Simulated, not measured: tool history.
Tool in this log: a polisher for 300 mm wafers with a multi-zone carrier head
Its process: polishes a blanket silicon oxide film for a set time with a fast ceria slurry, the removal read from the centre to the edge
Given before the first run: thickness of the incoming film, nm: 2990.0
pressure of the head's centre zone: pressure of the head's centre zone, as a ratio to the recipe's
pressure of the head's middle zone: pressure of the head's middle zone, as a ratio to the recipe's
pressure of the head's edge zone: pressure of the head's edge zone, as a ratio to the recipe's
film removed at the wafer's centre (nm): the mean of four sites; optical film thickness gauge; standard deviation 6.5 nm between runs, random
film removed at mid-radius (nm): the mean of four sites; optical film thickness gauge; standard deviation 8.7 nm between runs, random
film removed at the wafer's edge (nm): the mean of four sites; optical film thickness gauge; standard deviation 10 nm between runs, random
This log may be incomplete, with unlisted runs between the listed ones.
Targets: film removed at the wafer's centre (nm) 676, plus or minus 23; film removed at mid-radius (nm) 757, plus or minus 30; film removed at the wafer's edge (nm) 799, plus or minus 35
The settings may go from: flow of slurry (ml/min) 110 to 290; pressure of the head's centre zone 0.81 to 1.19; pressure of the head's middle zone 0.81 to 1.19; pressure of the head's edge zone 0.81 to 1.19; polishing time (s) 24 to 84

| run | hour | flow of slurry (ml/min) | pressure of the head's centre zone | pressure of the head's middle zone | pressure of the head's edge zone | polishing time (s) | film removed at the wafer's centre (nm) | film removed at mid-radius (nm) | film removed at the wafer's edge (nm) |
|---|---|---|---|---|---|---|---|---|---|
| 1 | 0 | 185 | 1 | 1 | 1 | 54 | 603.63 | 613.38 | 612.86 |
| 2 | 0.7 | 185 | 1 | 0.96 | 1 | 54 | 602.36 | 591.86 | 632.53 |
| 3 | 2.3 | 185 | 1.04 | 0.96 | 1 | 54 | 618.9 | 590.37 | 605.33 |
| 4 | 4.5 | 190 | 1.02 | 0.97 | 1.01 | 55 | 619.15 | 597.61 | 623.47 |
| 5 | 11.3 | 190 | 1.09 | 0.97 | 1.01 | 55 | 679.77 | 609.61 | 624.43 |
| 6 | 19.3 | 190 | 1.09 | 0.97 | 0.96 | 55 | 668.93 | 611.01 | 616.12 |
| 7 | 26.6 | 190 | 1.06 | 0.97 | 0.97 | 57 | 679.38 | 635.69 | 645.83 |
| 8 | 30.9 | 195 | 1.04 | 0.97 | 0.97 | 58 | 673.81 | 647.52 | 662.1 |
| 9 | 38.4 | 200 | 1.02 | 0.97 | 0.97 | 59 | 681.24 | 658.62 | 662.11 |

Which single option among these 4 for the next run brings every result within its allowed miss of target? Just one does.
| A | 45.9 | 275 | 0.94 | 1.05 | 0.95 | 61 | ? | ? | ? |
| B | 45.9 | 110 | 0.87 | 0.93 | 1.12 | 80 | ? | ? | ? |
| C | 45.9 | 110 | 0.92 | 1 | 1.01 | 74 | ? | ? | ? |
| D | 45.9 | 110 | 0.91 | 0.87 | 1 | 75 | ? | ? | ? |

| move | film removed at the wafer's centre (nm) | film removed at mid-radius (nm) | film removed at the wafer's edge (nm) |
|---|---|---|---|
| A | 676.1 | 755.81 | 714.08 |
| B | 684.23 | 764.33 | 905.76 |
| C | 669.93 | 750.16 | 795.08 |
| D | 670.94 | 678.98 | 803.32 |
A: better than the last run, though not everything is in spec
B: moves the result that the last run missed by most past its target, out the other side
C: all results land within tolerance of their targets
D: the furthest-off result lands on target, but another misses its tolerance
Go with C: it meets all targets.
